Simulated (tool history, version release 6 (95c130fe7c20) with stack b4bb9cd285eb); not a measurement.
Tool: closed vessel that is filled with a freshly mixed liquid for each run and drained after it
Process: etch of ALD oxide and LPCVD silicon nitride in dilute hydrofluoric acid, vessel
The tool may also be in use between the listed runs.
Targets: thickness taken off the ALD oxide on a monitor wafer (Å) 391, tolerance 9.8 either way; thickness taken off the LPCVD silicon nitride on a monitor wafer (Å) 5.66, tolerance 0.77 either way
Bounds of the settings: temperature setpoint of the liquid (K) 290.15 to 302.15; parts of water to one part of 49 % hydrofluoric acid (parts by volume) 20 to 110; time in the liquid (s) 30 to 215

run,day,temperature setpoint of the liquid (K),parts of water to one part of 49 % hydrofluoric acid (parts by volume),time in the liquid (s),thickness taken off the ALD oxide on a monitor wafer (Å),thickness taken off the LPCVD silicon nitride on a monitor wafer (Å)
1,0,294.15,60,110,592.09,8.0157
2,0.104,292.15,60,110,545.76,6.8067
3,0.15,293.65,60,110,571.86,7.4411
4,0.433,293.65,65,110,529.89,7.1902
# day 0.588: hydrofluoric acid flow meter replaced
5,0.588,293.15,70,110,429.54,5.8512
6,0.892,293.15,85,110,344.8,4.8484
7,1.058,293.65,85,110,352.11,4.9196
8,1.35,294.15,85,110,358.15,4.8937
9,1.425,294.65,85,110,366.85,5.6353

Consider the 4 candidate settings below. Which is the only one whose results all fall within their allowed miss of target?
A,1.5,300.15,105,105,?,?
B,1.5,296.65,90,95,?,?
C,1.5,294.65,80,110,?,?
D,1.5,296.65,95,105,?,?

move,thickness taken off the ALD oxide on a monitor wafer (Å),thickness taken off the LPCVD silicon nitride on a monitor wafer (Å)
A,343.1,6.2432
B,321.76,5.2358
C,391.17,5.9508
D,334.85,5.4868
A: its largest miss is bigger than the last run's
B: its largest miss is bigger than the last run's
C: in spec on every target
D: its largest miss is bigger than the last run's
Answer: C

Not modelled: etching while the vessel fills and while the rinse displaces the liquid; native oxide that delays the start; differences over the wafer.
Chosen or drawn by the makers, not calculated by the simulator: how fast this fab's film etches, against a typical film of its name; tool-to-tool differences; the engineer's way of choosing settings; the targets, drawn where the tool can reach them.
